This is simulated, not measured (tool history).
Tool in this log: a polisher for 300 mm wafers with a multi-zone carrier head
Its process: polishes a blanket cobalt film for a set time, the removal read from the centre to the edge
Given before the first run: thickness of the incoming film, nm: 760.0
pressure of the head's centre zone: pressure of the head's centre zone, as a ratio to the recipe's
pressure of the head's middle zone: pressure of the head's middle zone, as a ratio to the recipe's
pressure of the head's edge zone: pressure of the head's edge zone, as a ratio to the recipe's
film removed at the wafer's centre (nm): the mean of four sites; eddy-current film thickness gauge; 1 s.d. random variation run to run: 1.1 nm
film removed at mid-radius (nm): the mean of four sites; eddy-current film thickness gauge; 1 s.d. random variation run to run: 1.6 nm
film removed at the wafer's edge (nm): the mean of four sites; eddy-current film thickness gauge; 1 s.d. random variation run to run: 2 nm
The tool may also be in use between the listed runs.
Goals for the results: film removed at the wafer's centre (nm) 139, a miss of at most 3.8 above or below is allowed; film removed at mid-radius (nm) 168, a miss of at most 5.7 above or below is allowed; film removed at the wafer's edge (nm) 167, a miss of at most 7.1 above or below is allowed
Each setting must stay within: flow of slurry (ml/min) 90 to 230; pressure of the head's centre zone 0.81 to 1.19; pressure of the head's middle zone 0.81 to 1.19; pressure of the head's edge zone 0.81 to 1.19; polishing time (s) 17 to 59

run	hour	flow of slurry (ml/min)	pressure of the head's centre zone	pressure of the head's middle zone	pressure of the head's edge zone	polishing time (s)	film removed at the wafer's centre (nm)	film removed at mid-radius (nm)	film removed at the wafer's edge (nm)
1	0	150	1	1	1	38	219.11	213.5	218.48
2	2	135	0.94	1	0.98	36	190.59	197.4	203.74
3	3.6	135	0.94	1.05	0.98	36	186.42	207.37	200.95
4	8.7	135	0.94	1.05	0.98	40	211.41	229.04	222.04
5	13.8	135	0.94	1.05	0.98	33	172.93	187.59	184.28
6	17	125	0.9	1.05	0.96	32	156.93	179.62	172.07
7	24.7	115	0.88	1.04	0.97	32	150.57	176.45	170.55
8	29.6	110	0.87	1.03	0.98	32	144.67	171.12	172.72
# hour 35.7: worn pad replaced by a new one
9	35.7	105	0.87	1.03	0.98	32	154.1	181.45	183.34
10	37.4	105	0.87	1.03	0.98	32	154.71	183.48	187.16
11	43.9	120	0.86	1.03	0.99	32	158.21	187.87	187.24
12	46.3	110	0.86	1.03	0.98	32	157.26	184.52	183.49
13	52.8	105	0.85	1.03	0.97	31	144.36	174.76	172.13
14	54.6	100	0.85	1.02	0.96	31	145.98	170.17	177

Next run, 4 choices. One meets every target within its allowed miss, the rest don't. Which?
A	56.4	115	0.81	1	1	31	?	?	?
B	56.4	100	0.82	0.98	0.86	31	?	?	?
C	56.4	110	0.96	1.08	0.9	29	?	?	?
D	56.4	100	0.81	0.97	1.06	31	?	?	?

move	film removed at the wafer's centre (nm)	film removed at mid-radius (nm)	film removed at the wafer's edge (nm)
A	143.8	174.34	181.28
B	138.44	164.07	164.06
C	157.38	171.72	159.76
D	136.72	162.62	181.12
A: further off than the last run
B: meets every target
C: further off than the last run
D: meets the target for the result that was furthest off, but another lies outside its allowed miss
B is the move that brings every result within its allowed miss.

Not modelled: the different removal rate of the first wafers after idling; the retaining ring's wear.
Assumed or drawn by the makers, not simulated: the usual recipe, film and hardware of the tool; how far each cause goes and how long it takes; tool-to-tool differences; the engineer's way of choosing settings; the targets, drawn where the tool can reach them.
